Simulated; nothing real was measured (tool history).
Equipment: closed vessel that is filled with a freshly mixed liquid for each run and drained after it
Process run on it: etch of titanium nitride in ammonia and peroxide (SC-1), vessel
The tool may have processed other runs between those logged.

run	day	temperature setpoint of the liquid (°C)	parts of water to one part of 30 % peroxide (parts by volume)	parts of 29 % ammonia solution to one part of 30 % peroxide (parts by volume)	time in the liquid (s)	thickness taken off the titanium nitride on a monitor wafer (angstrom)
1	0.000	47.0	29.0	0.85	835	260.44
2	0.329	52.5	29.0	0.85	835	384.22
3	0.558	52.5	29.0	1.10	835	401.87
4	0.942	52.5	36.5	1.10	835	352.12
5	1.296	52.5	36.5	1.10	905	383.83
6	1.529	56.0	36.5	1.10	905	487.33
7	1.846	56.0	36.5	1.10	905	485.15

The next listed run, before its measurement:
8	1.896	63.0	36.5	1.10	905	?

{"run 8": {"thickness taken off the titanium nitride on a monitor wafer (angstrom)": 768.81}}
